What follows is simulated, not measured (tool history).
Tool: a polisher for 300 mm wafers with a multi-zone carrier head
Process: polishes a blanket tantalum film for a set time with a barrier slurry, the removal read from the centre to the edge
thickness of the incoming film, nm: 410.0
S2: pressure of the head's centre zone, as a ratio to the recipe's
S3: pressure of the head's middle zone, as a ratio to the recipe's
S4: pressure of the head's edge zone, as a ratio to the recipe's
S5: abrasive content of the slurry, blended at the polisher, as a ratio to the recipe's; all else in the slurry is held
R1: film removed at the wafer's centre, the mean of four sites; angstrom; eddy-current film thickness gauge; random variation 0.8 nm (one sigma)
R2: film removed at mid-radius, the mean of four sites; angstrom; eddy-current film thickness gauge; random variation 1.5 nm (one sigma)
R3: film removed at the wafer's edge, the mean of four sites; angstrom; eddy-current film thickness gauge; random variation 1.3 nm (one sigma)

run 1 hour=0 | flow_of_slurry_(ml/min)=315 S2=1 S3=1 S4=1 S5=1 polishing_time_(s)=86 | R1=1009.7 R2=1069.2 R3=1016
run 2 hour=5.5 | flow_of_slurry_(ml/min)=325 S2=1.03 S3=0.99 S4=1 S5=1 polishing_time_(s)=86 | R1=1040.1 R2=1081.4 R3=1035.8
run 3 hour=13.4 | flow_of_slurry_(ml/min)=325 S2=1.03 S3=0.99 S4=1 S5=1.1 polishing_time_(s)=86 | R1=1090.2 R2=1085.8 R3=1084.8
run 4 hour=15 | flow_of_slurry_(ml/min)=325 S2=1.05 S3=0.97 S4=0.97 S5=1.1 polishing_time_(s)=86 | R1=1084.1 R2=1060.6 R3=1054.7
run 5 hour=18 | flow_of_slurry_(ml/min)=325 S2=1.05 S3=0.97 S4=0.97 S5=1.1 polishing_time_(s)=66 | R1=841.07 R2=823.69 R3=821.57
run 6 hour=23 | flow_of_slurry_(ml/min)=325 S2=1.05 S3=0.97 S4=0.97 S5=1.1 polishing_time_(s)=54 | R1=693.12 R2=673.16 R3=659.8
run 7 hour=29.8 | flow_of_slurry_(ml/min)=360 S2=1.15 S3=1.04 S4=1.07 S5=1.35 polishing_time_(s)=73 | R1=1096 R2=1001.1 R3=985.81

The next listed run, before its measurement:
run 8 hour=34 | flow_of_slurry_(ml/min)=365 S2=1.16 S3=1.04 S4=1.08 S5=1.35 polishing_time_(s)=73 | R1=? R2=? R3=?

R1: 1086.6 angstrom
R2: 1032 angstrom
R3: 997.63 angstrom
